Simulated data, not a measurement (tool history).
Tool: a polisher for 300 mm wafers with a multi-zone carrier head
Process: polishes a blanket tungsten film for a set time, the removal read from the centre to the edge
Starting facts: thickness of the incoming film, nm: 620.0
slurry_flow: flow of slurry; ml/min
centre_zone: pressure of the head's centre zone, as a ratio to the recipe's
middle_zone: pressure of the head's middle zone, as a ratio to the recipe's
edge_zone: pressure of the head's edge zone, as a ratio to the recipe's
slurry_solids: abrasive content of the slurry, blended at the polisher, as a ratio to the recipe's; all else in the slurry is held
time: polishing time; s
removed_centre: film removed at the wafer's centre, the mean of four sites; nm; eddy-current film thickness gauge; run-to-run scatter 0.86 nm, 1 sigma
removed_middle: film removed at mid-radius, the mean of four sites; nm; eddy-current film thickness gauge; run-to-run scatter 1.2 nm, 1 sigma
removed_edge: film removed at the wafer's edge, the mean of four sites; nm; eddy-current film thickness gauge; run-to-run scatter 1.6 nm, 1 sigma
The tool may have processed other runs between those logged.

run,day,slurry_flow,centre_zone,middle_zone,edge_zone,slurry_solids,time,removed_centre,removed_middle,removed_edge
1,0.000,225,1.00,1.00,1.00,1.00,67,183.61,184.05,182.67
2,0.238,225,1.00,0.98,0.98,0.95,65,174.71,172.62,178.20
3,0.467,225,1.01,0.99,0.97,0.90,62,167.58,166.57,164.12
4,0.675,225,0.96,0.99,0.97,0.90,62,159.10,163.62,166.37
5,1.038,225,0.89,0.99,0.97,0.90,62,148.10,165.96,167.21
6,1.183,225,0.91,0.98,0.96,0.85,60,144.78,160.96,156.79
7,1.346,220,0.92,0.96,0.96,0.80,59,140.48,148.89,153.40

Expected results for the next run?
8,1.396,265,1.02,0.95,0.86,0.55,47,?,?,?

{"run 8": {"removed_centre": 119.67, "removed_middle": 111.33, "removed_edge": 109.3}}
